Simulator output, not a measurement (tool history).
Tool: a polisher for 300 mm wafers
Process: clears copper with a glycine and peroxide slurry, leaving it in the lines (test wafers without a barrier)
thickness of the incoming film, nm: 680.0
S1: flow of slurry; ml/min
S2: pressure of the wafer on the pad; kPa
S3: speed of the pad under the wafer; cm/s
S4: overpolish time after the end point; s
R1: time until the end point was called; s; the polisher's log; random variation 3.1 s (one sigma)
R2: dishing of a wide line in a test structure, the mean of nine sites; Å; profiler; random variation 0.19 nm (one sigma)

run	hour	S1	S2	S3	S4	R1	R2
1	0	285	17.9	92	14	175.07	373.75
2	4.7	285	16.5	88	13	193.74	325.73
3	12.3	315	16.5	88	13	192.1	332.29
4	13.7	315	16.5	76	13	216.23	295.87
5	18.8	370	16.5	76	13	213.54	306.64
6	19.6	370	16.5	76	11	210.27	253.82
7	25.4	370	15.2	76	11	224.37	242.28

Run 8 comes next. What will it give?
8	31.4	370	14.5	76	11	?	?

{"run 8": {"R1": 234.71, "R2": 232.38}}
